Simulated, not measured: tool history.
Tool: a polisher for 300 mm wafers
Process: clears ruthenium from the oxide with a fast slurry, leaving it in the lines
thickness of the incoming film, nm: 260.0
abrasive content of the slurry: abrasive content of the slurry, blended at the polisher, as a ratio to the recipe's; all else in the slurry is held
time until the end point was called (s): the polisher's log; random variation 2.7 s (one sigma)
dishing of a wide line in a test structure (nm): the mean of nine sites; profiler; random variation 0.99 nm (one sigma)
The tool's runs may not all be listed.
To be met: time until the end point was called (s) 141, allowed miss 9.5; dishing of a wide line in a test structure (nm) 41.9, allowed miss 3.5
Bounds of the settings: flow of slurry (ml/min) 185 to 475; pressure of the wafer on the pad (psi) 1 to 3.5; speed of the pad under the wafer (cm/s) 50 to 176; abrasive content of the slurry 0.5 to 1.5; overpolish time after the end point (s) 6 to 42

run,day,flow of slurry (ml/min),pressure of the wafer on the pad (psi),speed of the pad under the wafer (cm/s),abrasive content of the slurry,overpolish time after the end point (s),time until the end point was called (s),dishing of a wide line in a test structure (nm)
1,0,305,2.2,112,1,21,60.918,59.319
2,0.054,305,2.7,112,1,21,50.643,68.768
3,0.108,305,2.7,112,0.85,21,54.248,67.272
4,0.329,305,2.2,100,0.8,23,75.175,52.379
5,0.688,270,2.2,100,0.8,23,79.213,53.769
6,0.808,240,2.2,100,0.8,23,78.48,52.211
7,0.871,240,1.8,96,0.8,26,98.977,48.997
8,1.054,240,1.6,94,0.8,27,112.12,45.105
9,1.417,240,1.5,94,0.8,28,119.44,44.108
10,1.575,240,1.4,94,0.8,29,127.75,41.917
11,1.875,240,1.4,94,0.8,30,126.24,45.257

4 next moves are on the table. One of them brings every result within its allowed miss. Which?
A,2.175,220,1.1,108,0.85,35,?,?
B,2.175,195,1.5,74,0.9,31,?,?
C,2.175,270,1.7,82,0.9,23,?,?
D,2.175,290,1.6,86,0.75,25,?,?

move,time until the end point was called (s),dishing of a wide line in a test structure (nm)
A,139.32,48.657
B,142.54,43.324
C,112.5,41.174
D,124.04,40.688
A: brings the result that was furthest off to its target, and leaves another outside
B: meets every target
C: further off than the last run
D: further off than the last run
The right move is B.
